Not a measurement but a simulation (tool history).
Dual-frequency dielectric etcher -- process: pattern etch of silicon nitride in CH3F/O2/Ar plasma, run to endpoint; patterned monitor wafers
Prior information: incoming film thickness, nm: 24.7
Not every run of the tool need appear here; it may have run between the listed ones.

run  hour  source power (kW)  bias power (kW)  endpoint time (s)
  1   0.0              0.480            0.088             32.289
  2   3.6              0.410            0.088             33.829
  3   8.7              0.410            0.095             32.608
  4  17.2              0.460            0.098             30.918
  5  20.9              0.490            0.098             30.234
  6  21.8              0.490            0.111             28.582
  7  29.6              0.510            0.112             27.837
  8  35.7              0.510            0.112             28.127
  9  40.1              0.530            0.113             27.472

Run 10, settings as shown, results not yet in. Your forecast:
 10  41.5              0.540            0.113                  ?

{"run 10": {"endpoint time (s)": 27.478}}

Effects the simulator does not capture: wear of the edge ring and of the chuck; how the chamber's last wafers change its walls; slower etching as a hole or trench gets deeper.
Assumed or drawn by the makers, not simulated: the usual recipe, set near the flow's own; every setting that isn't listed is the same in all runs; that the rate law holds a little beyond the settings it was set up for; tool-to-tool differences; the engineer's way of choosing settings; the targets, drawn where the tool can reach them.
